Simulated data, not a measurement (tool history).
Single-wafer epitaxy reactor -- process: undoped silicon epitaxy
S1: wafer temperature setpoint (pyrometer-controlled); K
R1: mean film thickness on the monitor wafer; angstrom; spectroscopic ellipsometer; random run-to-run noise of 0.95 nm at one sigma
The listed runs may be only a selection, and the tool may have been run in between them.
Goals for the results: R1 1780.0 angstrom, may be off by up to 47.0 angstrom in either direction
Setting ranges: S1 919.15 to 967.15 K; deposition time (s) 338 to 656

run 1 hour=0.0 | S1=943.15 deposition_time_(s)=497 | R1=1251.8
run 2 hour=1.9 | S1=933.15 deposition_time_(s)=497 | R1=1049.1
run 3 hour=5.9 | S1=941.15 deposition_time_(s)=497 | R1=1207.0
run 4 hour=13.8 | S1=937.15 deposition_time_(s)=497 | R1=1135.6
run 5 hour=19.0 | S1=937.15 deposition_time_(s)=530 | R1=1199.8
run 6 hour=24.1 | S1=940.15 deposition_time_(s)=531 | R1=1264.5
run 7 hour=25.0 | S1=942.15 deposition_time_(s)=532 | R1=1315.9
run 8 hour=26.0 | S1=954.15 deposition_time_(s)=538 | R1=1665.3
run 9 hour=27.8 | S1=956.15 deposition_time_(s)=539 | R1=1732.2

Which of these 4 next moves meets every target?
run A hour=29.6 | S1=954.15 deposition_time_(s)=620 | R1=?
run B hour=29.6 | S1=947.15 deposition_time_(s)=613 | R1=?
run C hour=29.6 | S1=953.15 deposition_time_(s)=584 | R1=?
run D hour=29.6 | S1=954.15 deposition_time_(s)=546 | R1=?

move=A R1=1909.7
move=B R1=1663.3
move=C R1=1766.7
move=D R1=1681.8
A: carries the result that was furthest off beyond its target, to the other side
B: the biggest miss grows against the last run
C: every result lands within tolerance
D: the biggest miss grows against the last run
Go with C: it meets all targets.
